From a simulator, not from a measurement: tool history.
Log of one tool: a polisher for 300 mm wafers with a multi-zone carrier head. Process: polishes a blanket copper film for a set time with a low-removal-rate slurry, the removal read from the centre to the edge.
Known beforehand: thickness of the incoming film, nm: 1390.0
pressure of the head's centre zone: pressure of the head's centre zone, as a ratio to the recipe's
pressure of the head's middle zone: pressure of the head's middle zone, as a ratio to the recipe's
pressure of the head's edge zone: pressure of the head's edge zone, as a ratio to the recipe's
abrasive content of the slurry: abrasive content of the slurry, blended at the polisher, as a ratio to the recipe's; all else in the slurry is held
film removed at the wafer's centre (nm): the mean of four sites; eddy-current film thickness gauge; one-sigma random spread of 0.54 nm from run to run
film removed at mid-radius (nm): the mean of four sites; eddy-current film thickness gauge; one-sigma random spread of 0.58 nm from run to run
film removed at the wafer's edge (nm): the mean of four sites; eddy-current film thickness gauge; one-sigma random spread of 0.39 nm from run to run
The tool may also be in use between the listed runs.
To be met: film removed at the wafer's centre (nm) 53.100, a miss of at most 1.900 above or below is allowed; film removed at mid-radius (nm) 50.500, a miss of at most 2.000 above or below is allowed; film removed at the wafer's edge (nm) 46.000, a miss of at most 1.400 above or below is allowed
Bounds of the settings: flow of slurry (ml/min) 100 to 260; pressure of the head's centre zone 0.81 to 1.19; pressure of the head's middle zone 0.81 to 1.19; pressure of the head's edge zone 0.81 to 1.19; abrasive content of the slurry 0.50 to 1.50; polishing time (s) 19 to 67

run  hour  flow of slurry (ml/min)  pressure of the head's centre zone  pressure of the head's middle zone  pressure of the head's edge zone  abrasive content of the slurry  polishing time (s)  film removed at the wafer's centre (nm)  film removed at mid-radius (nm)  film removed at the wafer's edge (nm)
  1   0.0                      165                                1.00                                1.00                              1.00                            1.00                  43                                   90.636                           92.099                                 94.229
  2   1.3                      165                                1.00                                1.00                              1.00                            0.90                  43                                   89.544                           91.430                                 91.401
  3   4.2                      135                                1.00                                1.00                              1.00                            0.90                  43                                   85.606                           85.484                                 90.509
  4   5.7                      135                                1.00                                1.00                              1.05                            0.90                  43                                   85.229                           87.377                                 89.689
  5  13.5                      135                                1.04                                1.02                              1.05                            0.80                  36                                   72.644                           70.646                                 73.636
  6  14.9                      100                                1.04                                1.02                              1.05                            0.80                  36                                   64.445                           64.313                                 70.048
  7  21.4                      115                                1.07                                1.07                              1.02                            0.70                  32                                   59.216                           60.544                                 60.047
  8  22.6                      115                                1.10                                1.08                              0.98                            0.65                  31                                   58.684                           57.743                                 56.359
  9  23.6                      115                                1.12                                1.09                              0.95                            0.60                  30                                   55.060                           55.035                                 51.388
 10  28.1                      110                                1.13                                1.08                              0.93                            0.60                  30                                   55.324                           54.260                                 51.840
     34.5  -- edge zone pressure recalibrated
 11  34.5                      110                                1.15                                1.08                              0.91                            0.55                  30                                   55.210                           51.839                                 48.214
 12  36.4                      110                                1.15                                1.08                              0.90                            0.55                  30                                   55.189                           51.758                                 47.705

4 next moves are on the table. One of them brings every result within its allowed miss. Which?
  A  38.3                      120                                1.17                                1.15                              0.83                            0.55                  29                                        ?                                ?                                      ?
  B  38.3                      100                                1.13                                1.06                              0.83                            0.80                  27                                        ?                                ?                                      ?
  C  38.3                      100                                1.11                                1.02                              0.97                            0.60                  31                                        ?                                ?                                      ?
  D  38.3                      135                                1.14                                1.03                              1.01                            0.65                  27                                        ?                                ?                                      ?

move  film removed at the wafer's centre (nm)  film removed at mid-radius (nm)  film removed at the wafer's edge (nm)
   A                                   55.419                           54.924                                 45.428
   B                                   53.017                           51.172                                 46.175
   C                                   54.528                           51.874                                 51.459
   D                                   54.896                           50.671                                 49.467
A: the worst result of the last run now meets its target, but another is out of spec
B: every result within its allowed miss
C: lands further from the targets than the last run did
D: lands further from the targets than the last run did
B is the move that brings every result within its allowed miss.
